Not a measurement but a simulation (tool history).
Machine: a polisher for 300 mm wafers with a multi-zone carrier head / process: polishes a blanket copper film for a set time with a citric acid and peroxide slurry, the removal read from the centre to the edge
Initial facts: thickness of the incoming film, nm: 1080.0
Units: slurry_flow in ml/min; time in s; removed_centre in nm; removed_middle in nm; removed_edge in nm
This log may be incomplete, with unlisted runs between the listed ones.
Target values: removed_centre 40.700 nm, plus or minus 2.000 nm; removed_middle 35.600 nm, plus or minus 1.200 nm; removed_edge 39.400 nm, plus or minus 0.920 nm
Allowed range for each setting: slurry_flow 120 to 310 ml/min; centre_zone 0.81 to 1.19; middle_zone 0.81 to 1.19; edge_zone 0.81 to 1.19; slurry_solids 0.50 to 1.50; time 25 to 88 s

{"run": 1, "hour": 0.0, "slurry_flow": 200, "centre_zone": 1.0, "middle_zone": 1.0, "edge_zone": 1.0, "slurry_solids": 1.0, "time": 56, "removed_centre": 79.067, "removed_middle": 78.169, "removed_edge": 79.205}
{"run": 2, "hour": 8.8, "slurry_flow": 190, "centre_zone": 0.99, "middle_zone": 0.95, "edge_zone": 0.96, "slurry_solids": 0.85, "time": 48, "removed_centre": 62.809, "removed_middle": 60.706, "removed_edge": 62.779}
{"run": 3, "hour": 16.9, "slurry_flow": 190, "centre_zone": 0.99, "middle_zone": 0.9, "edge_zone": 0.96, "slurry_solids": 0.85, "time": 48, "removed_centre": 62.895, "removed_middle": 59.658, "removed_edge": 62.33}
{"run": 4, "hour": 18.7, "slurry_flow": 175, "centre_zone": 1.0, "middle_zone": 0.87, "edge_zone": 0.96, "slurry_solids": 0.75, "time": 43, "removed_centre": 52.917, "removed_middle": 49.186, "removed_edge": 53.194}
{"run": 5, "hour": 27.5, "slurry_flow": 175, "centre_zone": 1.0, "middle_zone": 0.87, "edge_zone": 0.96, "slurry_solids": 0.75, "time": 51, "removed_centre": 62.193, "removed_middle": 57.14, "removed_edge": 61.801}
{"run": 6, "hour": 35.3, "slurry_flow": 160, "centre_zone": 1.01, "middle_zone": 0.85, "edge_zone": 0.94, "slurry_solids": 0.7, "time": 46, "removed_centre": 54.349, "removed_middle": 49.573, "removed_edge": 54.089}
{"run": 7, "hour": 37.2, "slurry_flow": 150, "centre_zone": 1.02, "middle_zone": 0.84, "edge_zone": 0.93, "slurry_solids": 0.65, "time": 43, "removed_centre": 51.583, "removed_middle": 44.301, "removed_edge": 48.765}
{"run": 8, "hour": 46.1, "slurry_flow": 145, "centre_zone": 1.01, "middle_zone": 0.83, "edge_zone": 0.92, "slurry_solids": 0.6, "time": 41, "removed_centre": 46.217, "removed_middle": 40.72, "removed_edge": 44.524}
{"run": 9, "hour": 50.1, "slurry_flow": 140, "centre_zone": 1.01, "middle_zone": 0.82, "edge_zone": 0.92, "slurry_solids": 0.55, "time": 40, "removed_centre": 41.748, "removed_middle": 37.069, "removed_edge": 41.863}
{"run": 10, "hour": 55.3, "slurry_flow": 135, "centre_zone": 1.01, "middle_zone": 0.82, "edge_zone": 0.9, "slurry_solids": 0.55, "time": 40, "removed_centre": 43.32, "removed_middle": 37.398, "removed_edge": 40.685}
{"run": 11, "hour": 56.6, "slurry_flow": 130, "centre_zone": 1.01, "middle_zone": 0.82, "edge_zone": 0.9, "slurry_solids": 0.55, "time": 40, "removed_centre": 41.565, "removed_middle": 36.892, "removed_edge": 40.767}

5 candidate next runs follow, results not yet known. Just one meets every target within its allowed miss. Identify it.
{"run": "A", "hour": 57.9, "slurry_flow": 120, "centre_zone": 0.98, "middle_zone": 0.81, "edge_zone": 0.98, "slurry_solids": 0.55, "time": 40, "removed_centre": "?", "removed_middle": "?", "removed_edge": "?"}
{"run": "B", "hour": 57.9, "slurry_flow": 150, "centre_zone": 1.04, "middle_zone": 0.81, "edge_zone": 0.97, "slurry_solids": 0.6, "time": 37, "removed_centre": "?", "removed_middle": "?", "removed_edge": "?"}
{"run": "C", "hour": 57.9, "slurry_flow": 120, "centre_zone": 0.94, "middle_zone": 0.81, "edge_zone": 1.03, "slurry_solids": 0.55, "time": 40, "removed_centre": "?", "removed_middle": "?", "removed_edge": "?"}
{"run": "D", "hour": 57.9, "slurry_flow": 125, "centre_zone": 0.95, "middle_zone": 0.82, "edge_zone": 0.91, "slurry_solids": 0.5, "time": 45, "removed_centre": "?", "removed_middle": "?", "removed_edge": "?"}
{"run": "E", "hour": 57.9, "slurry_flow": 145, "centre_zone": 1.08, "middle_zone": 0.89, "edge_zone": 1.01, "slurry_solids": 0.5, "time": 38, "removed_centre": "?", "removed_middle": "?", "removed_edge": "?"}

move=A removed_centre=39.867 removed_middle=35.563 removed_edge=42.172
move=B removed_centre=42.623 removed_middle=35.613 removed_edge=41.544
move=C removed_centre=38.227 removed_middle=35.568 removed_edge=43.200
move=D removed_centre=41.832 removed_middle=38.735 removed_edge=43.940
move=E removed_centre=41.459 removed_middle=35.177 removed_edge=39.712
A: the biggest miss grows against the last run
B: the biggest miss grows against the last run
C: the biggest miss grows against the last run
D: the biggest miss grows against the last run
E: every result lands within tolerance
Go with E: it meets all targets.

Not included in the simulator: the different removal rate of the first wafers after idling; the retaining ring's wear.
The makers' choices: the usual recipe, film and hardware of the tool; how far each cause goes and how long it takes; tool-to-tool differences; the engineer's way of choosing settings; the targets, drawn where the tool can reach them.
